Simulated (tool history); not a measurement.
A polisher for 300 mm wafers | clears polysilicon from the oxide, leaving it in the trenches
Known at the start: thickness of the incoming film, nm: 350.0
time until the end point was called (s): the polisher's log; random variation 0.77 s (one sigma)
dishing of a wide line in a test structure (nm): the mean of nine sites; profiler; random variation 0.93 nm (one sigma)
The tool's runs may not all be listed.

run	hour	flow of slurry (ml/min)	pressure of the wafer on the pad (psi)	speed of the pad under the wafer (m/s)	overpolish time after the end point (s)	time until the end point was called (s)	dishing of a wide line in a test structure (nm)
1	0	205	1.7	1.16	29	29.859	77.532
2	6.9	205	1.5	1.1	26	35.141	75.64
3	12.7	205	1.5	1.1	18	35.39	70.607
4	14.2	205	1.3	1.06	20	41.519	68.93
5	16.4	205	1.2	1.02	25	46.674	68.893
6	17.9	160	1.2	1.02	25	49.253	70.285

The next listed run, before its measurement:
7	24	155	1.1	1.02	28	?	?

Run 7 gave time until the end point was called (s) 53.101, dishing of a wide line in a test structure (nm) 71.801.
